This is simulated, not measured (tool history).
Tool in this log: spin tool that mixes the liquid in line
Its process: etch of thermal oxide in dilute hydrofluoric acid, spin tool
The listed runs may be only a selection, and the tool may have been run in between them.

run	hour	temperature setpoint of the liquid (°C)	parts of water to one part of 49 % hydrofluoric acid (parts by volume)	time under the liquid (s)	thickness taken off the thermal oxide on a monitor wafer (nm)
1	0	23	65	100	7.5257
2	1.4	23	65	100	7.525
3	6.8	21	65	100	6.9137
4	15.6	21	75	100	5.9617
5	21.6	20	75	100	5.7596
6	29.7	21.5	75	100	6.0596
7	34.7	20.5	75	100	5.8229
8	35.4	19.5	75	100	5.6113
9	43.7	19	75	100	5.4536
10	48.5	19	75	100	5.4986
11	56.7	18.5	75	100	5.3791

What does the tool deliver on the next run?
12	62	18	75	100	?

Run 12 produced thickness taken off the thermal oxide on a monitor wafer (nm) 5.2495.
